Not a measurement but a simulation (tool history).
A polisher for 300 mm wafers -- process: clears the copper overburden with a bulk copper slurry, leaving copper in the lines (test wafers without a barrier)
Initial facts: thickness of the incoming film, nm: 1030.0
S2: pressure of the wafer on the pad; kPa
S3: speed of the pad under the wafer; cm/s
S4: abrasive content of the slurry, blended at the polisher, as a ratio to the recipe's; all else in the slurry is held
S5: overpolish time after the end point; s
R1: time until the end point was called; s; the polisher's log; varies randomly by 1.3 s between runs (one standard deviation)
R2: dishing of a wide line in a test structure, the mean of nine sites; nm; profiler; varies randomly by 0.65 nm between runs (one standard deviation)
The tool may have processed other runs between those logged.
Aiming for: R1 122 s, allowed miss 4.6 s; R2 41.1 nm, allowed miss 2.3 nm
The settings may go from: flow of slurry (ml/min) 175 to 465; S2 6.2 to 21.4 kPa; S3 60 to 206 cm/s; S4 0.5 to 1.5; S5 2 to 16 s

{"run": 1, "hour": 0.0, "flow of slurry (ml/min)": 295, "S2": 13.8, "S3": 132, "S4": 1, "S5": 8, "R1": 146.29, "R2": 39.478}
{"run": 2, "hour": 6.5, "flow of slurry (ml/min)": 295, "S2": 13.8, "S3": 132, "S4": 0.9, "S5": 8, "R1": 146.95, "R2": 38.76}
{"run": 3, "hour": 14.4, "flow of slurry (ml/min)": 325, "S2": 13.8, "S3": 132, "S4": 0.9, "S5": 8, "R1": 147.1, "R2": 39.244}
{"run": 4, "hour": 16.5, "flow of slurry (ml/min)": 325, "S2": 11, "S3": 132, "S4": 0.9, "S5": 8, "R1": 179.6, "R2": 32.797}
{"run": 5, "hour": 24.5, "flow of slurry (ml/min)": 270, "S2": 11, "S3": 132, "S4": 0.9, "S5": 8, "R1": 184.6, "R2": 33.056}
{"run": 6, "hour": 30.2, "flow of slurry (ml/min)": 270, "S2": 11, "S3": 132, "S4": 1.1, "S5": 8, "R1": 174.2, "R2": 33.075}
{"run": 7, "hour": 38.0, "flow of slurry (ml/min)": 270, "S2": 11.7, "S3": 132, "S4": 1.1, "S5": 8, "R1": 168.96, "R2": 35.489}
{"run": 8, "hour": 41.6, "flow of slurry (ml/min)": 270, "S2": 12.4, "S3": 132, "S4": 1.1, "S5": 8, "R1": 157.07, "R2": 36.688}
{"run": 9, "hour": 45.1, "flow of slurry (ml/min)": 270, "S2": 13.1, "S3": 132, "S4": 1.1, "S5": 8, "R1": 150.08, "R2": 39.155}
{"run": 10, "hour": 48.4, "flow of slurry (ml/min)": 275, "S2": 14.5, "S3": 132, "S4": 1.1, "S5": 7, "R1": 141.11, "R2": 37.541}
{"run": 11, "hour": 54.7, "flow of slurry (ml/min)": 275, "S2": 14.5, "S3": 132, "S4": 1.1, "S5": 7, "R1": 135.97, "R2": 36.984}
{"run": 12, "hour": 60.1, "flow of slurry (ml/min)": 275, "S2": 15.2, "S3": 132, "S4": 1.1, "S5": 7, "R1": 132.71, "R2": 38.958}

Of the 5 settings listed for the next run, only one would bring every result within its allowed miss of target. Which one?
{"run": "A", "hour": 65.5, "flow of slurry (ml/min)": 320, "S2": 17.9, "S3": 142, "S4": 0.95, "S5": 5, "R1": "?", "R2": "?"}
{"run": "B", "hour": 65.5, "flow of slurry (ml/min)": 385, "S2": 16.5, "S3": 136, "S4": 0.85, "S5": 7, "R1": "?", "R2": "?"}
{"run": "C", "hour": 65.5, "flow of slurry (ml/min)": 330, "S2": 13.8, "S3": 154, "S4": 0.75, "S5": 9, "R1": "?", "R2": "?"}
{"run": "D", "hour": 65.5, "flow of slurry (ml/min)": 245, "S2": 14.5, "S3": 166, "S4": 0.9, "S5": 9, "R1": "?", "R2": "?"}
{"run": "E", "hour": 65.5, "flow of slurry (ml/min)": 245, "S2": 14.5, "S3": 134, "S4": 1.05, "S5": 8, "R1": "?", "R2": "?"}

move=A R1=106.54 R2=34.991
move=B R1=119.05 R2=42.019
move=C R1=133.41 R2=46.201
move=D R1=120.3 R2=50.223
move=E R1=136.14 R2=41.596
A: moves the result that the last run missed by most past its target, out the other side
B: hits every target within its allowed miss
C: lands further from the targets than the last run did
D: brings the result that was furthest off to its target, and leaves another outside
E: lands further from the targets than the last run did
Move B is the one to make.
